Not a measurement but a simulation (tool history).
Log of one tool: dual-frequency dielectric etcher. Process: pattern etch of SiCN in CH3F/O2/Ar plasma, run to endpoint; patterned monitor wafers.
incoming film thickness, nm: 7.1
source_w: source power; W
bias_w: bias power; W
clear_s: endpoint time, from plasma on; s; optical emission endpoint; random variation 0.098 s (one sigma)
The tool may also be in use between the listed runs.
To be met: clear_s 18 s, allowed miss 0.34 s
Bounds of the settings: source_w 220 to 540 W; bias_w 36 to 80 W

run  hour  source_w  bias_w  clear_s
  1     0       380      58   19.723
  2   8.8       390      58   19.606
  3  16.9       400      58   19.342
  4  25.1       400      54   19.615
  5  33.8       410      54   19.361
  6  35.5       420      54    19.37
  7    40       430      54   19.094
  8  45.6       440      54   19.089
  9  51.7       440      54   18.915
 10  58.6       450      54   18.981

Which of these 4 next moves meets every target?
  A  65.5       490      61        ?
  B  65.5       420      46        ?
  C  65.5       410      55        ?
  D  65.5       400      59        ?

move  clear_s
   A   17.937
   B   19.873
   C    19.37
   D   19.248
A: meets every target
B: further off than the last run
C: further off than the last run
D: further off than the last run
Answer: A
